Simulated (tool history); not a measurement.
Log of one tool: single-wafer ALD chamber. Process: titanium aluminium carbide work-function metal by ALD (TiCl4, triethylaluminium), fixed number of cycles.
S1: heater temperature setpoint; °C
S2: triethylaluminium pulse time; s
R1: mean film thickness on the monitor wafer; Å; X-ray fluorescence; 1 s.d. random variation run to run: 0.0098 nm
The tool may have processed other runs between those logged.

Run 1, hour 0: S1 310 °C, S2 12.57 s. Result: R1 24.191 Å.
Run 2, hour 1.8: S1 317 °C, S2 12.57 s. Result: R1 24.962 Å.
Run 3, hour 10: S1 322 °C, S2 12.57 s. Result: R1 25.659 Å.
Run 4, hour 14.3: S1 327 °C, S2 12.57 s. Result: R1 26.026 Å.
Run 5, hour 18.9: S1 317 °C, S2 11.42 s. Result: R1 24.859 Å.
Run 6, hour 22.1: S1 317 °C, S2 14.35 s. Result: R1 25.055 Å.
Run 7, hour 25.7: S1 309 °C, S2 13.91 s. Result: R1 24.146 Å.
Run 8, hour 34.6: S1 297 °C, S2 11.39 s. Result: R1 22.471 Å.
Run 9, hour 35.2: S1 296 °C, S2 11.29 s. Result: R1 22.469 Å.

Run 10, settings as shown, results not yet in. Your forecast:
Run 10, hour 37.1: S1 295 °C, S2 11.19 s. Result: R1 ?.

{"run 10": {"R1": 22.342}}

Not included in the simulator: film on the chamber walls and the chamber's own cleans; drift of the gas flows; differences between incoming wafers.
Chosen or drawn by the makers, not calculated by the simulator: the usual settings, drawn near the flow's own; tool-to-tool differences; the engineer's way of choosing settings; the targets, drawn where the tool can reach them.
